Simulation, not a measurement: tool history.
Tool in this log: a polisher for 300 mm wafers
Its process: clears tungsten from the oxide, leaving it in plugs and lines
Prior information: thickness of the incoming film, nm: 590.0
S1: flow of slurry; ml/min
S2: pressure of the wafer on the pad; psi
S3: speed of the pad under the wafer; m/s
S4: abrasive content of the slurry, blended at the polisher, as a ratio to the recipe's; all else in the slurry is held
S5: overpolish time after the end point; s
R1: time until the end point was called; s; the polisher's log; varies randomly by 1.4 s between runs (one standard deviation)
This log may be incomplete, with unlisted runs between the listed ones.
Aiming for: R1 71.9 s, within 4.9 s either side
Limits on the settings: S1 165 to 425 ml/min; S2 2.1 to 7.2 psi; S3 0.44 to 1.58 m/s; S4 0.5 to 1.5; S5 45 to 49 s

{"run": 1, "hour": 0.0, "S1": 275, "S2": 4.6, "S3": 1, "S4": 1, "S5": 45, "R1": 107.01}
{"run": 2, "hour": 7.1, "S1": 275, "S2": 4.6, "S3": 1, "S4": 0.85, "S5": 45, "R1": 114.68}
{"run": 3, "hour": 14.8, "S1": 275, "S2": 4.6, "S3": 1, "S4": 0.75, "S5": 45, "R1": 108.43}
{"run": 4, "hour": 20.3, "S1": 275, "S2": 4.6, "S3": 1, "S4": 0.65, "S5": 45, "R1": 118.88}
{"run": 5, "hour": 27.6, "S1": 340, "S2": 4.6, "S3": 1, "S4": 0.65, "S5": 45, "R1": 115.37}
{"run": 6, "hour": 32.2, "S1": 400, "S2": 4.6, "S3": 1, "S4": 0.65, "S5": 45, "R1": 113.16}
{"run": 7, "hour": 36.8, "S1": 400, "S2": 5.9, "S3": 1.08, "S4": 0.65, "S5": 45, "R1": 92.324}
{"run": 8, "hour": 39.9, "S1": 400, "S2": 6, "S3": 1.1, "S4": 0.65, "S5": 45, "R1": 86.926}
{"run": 9, "hour": 40.5, "S1": 400, "S2": 6.1, "S3": 1.12, "S4": 0.65, "S5": 45, "R1": 89.301}
{"run": 10, "hour": 44.5, "S1": 400, "S2": 6.2, "S3": 1.14, "S4": 0.65, "S5": 45, "R1": 82.725}
{"run": 11, "hour": 47.8, "S1": 400, "S2": 6.2, "S3": 1.14, "S4": 0.65, "S5": 45, "R1": 82.853}

Below are 4 possible settings for the next run. Only one of them brings all results inside the allowed miss of their targets. Which is it?
{"run": "A", "hour": 51.1, "S1": 380, "S2": 7.2, "S3": 1.36, "S4": 0.8, "S5": 48, "R1": "?"}
{"run": "B", "hour": 51.1, "S1": 385, "S2": 6, "S3": 1.1, "S4": 0.65, "S5": 46, "R1": "?"}
{"run": "C", "hour": 51.1, "S1": 385, "S2": 6.1, "S3": 1.04, "S4": 0.8, "S5": 45, "R1": "?"}
{"run": "D", "hour": 51.1, "S1": 425, "S2": 7.2, "S3": 1.18, "S4": 0.65, "S5": 45, "R1": "?"}

move=A R1=61.92
move=B R1=88.552
move=C R1=88.868
move=D R1=72.834
A: takes the biggest miss from the last run beyond its target
B: lands further from the targets than the last run did
C: lands further from the targets than the last run did
D: all results land within tolerance of their targets
D is the move that brings every result within its allowed miss.
